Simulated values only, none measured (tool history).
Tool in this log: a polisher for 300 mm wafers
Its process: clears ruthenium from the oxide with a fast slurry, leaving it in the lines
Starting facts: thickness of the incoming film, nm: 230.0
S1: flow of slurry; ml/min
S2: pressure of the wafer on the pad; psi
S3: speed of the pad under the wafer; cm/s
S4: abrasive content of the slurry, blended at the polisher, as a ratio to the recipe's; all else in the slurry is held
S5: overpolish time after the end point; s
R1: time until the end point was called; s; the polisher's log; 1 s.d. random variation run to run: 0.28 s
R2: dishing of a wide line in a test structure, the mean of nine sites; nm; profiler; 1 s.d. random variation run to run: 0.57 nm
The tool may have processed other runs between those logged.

run,day,S1,S2,S3,S4,S5,R1,R2
1,0,195,2.9,96,1,10,50.834,37.347
2,0.354,195,2.3,96,1,10,62.736,31.242
3,0.717,205,3,96,1,8,47.966,32.097
4,1.067,215,3.4,96,1,7,42.144,31.777
5,1.133,215,3.4,74,1,7,55.554,25.639
6,1.262,215,3.4,74,1.2,7,52.08,27.104
7,1.458,220,3.8,80,1.2,6,43.168,27.841
8,1.721,225,4,84,1.2,6,39.121,29.959
9,1.892,225,4,84,1.2,6,38.872,30.738
10,2.192,225,4.2,88,1.2,5,35.253,27.751
11,2.325,230,4.3,90,1.2,5,33.265,28.362
12,2.45,230,4.4,92,1.2,5,31.873,30.589
13,2.479,230,4.4,94,1.2,5,31.326,30.831

What does the tool deliver on the next run?
14,2.833,230,4.4,96,1.2,5,?,?

Run 14 yielded R1 30.792 s, R2 32.129 nm.
